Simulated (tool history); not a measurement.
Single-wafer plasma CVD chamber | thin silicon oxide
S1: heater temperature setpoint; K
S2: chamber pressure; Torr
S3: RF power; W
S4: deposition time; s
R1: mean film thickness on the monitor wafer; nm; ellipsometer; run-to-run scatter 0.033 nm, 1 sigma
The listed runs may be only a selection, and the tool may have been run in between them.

run  hour      S1     S2   S3    S4      R1
  1   0.0  658.15  0.560  350  5.74  8.5424
  2   5.6  658.15  0.550  350  5.74  8.5152
  3   9.9  658.15  0.540  350  5.74  8.2876
  4  13.2  667.15  0.540  350  5.74  8.2788
  5  16.8  667.15  0.540  370  5.74  8.4760
     19.4  -- RF generator calibrated
  6  19.4  676.15  0.540  370  5.74  8.6546
  7  26.4  675.15  0.529  370  5.74  8.4874

What does the tool deliver on the next run?
  8  33.1  674.15  0.520  370  5.74   ?

{"run 8": {"R1": 8.336}}
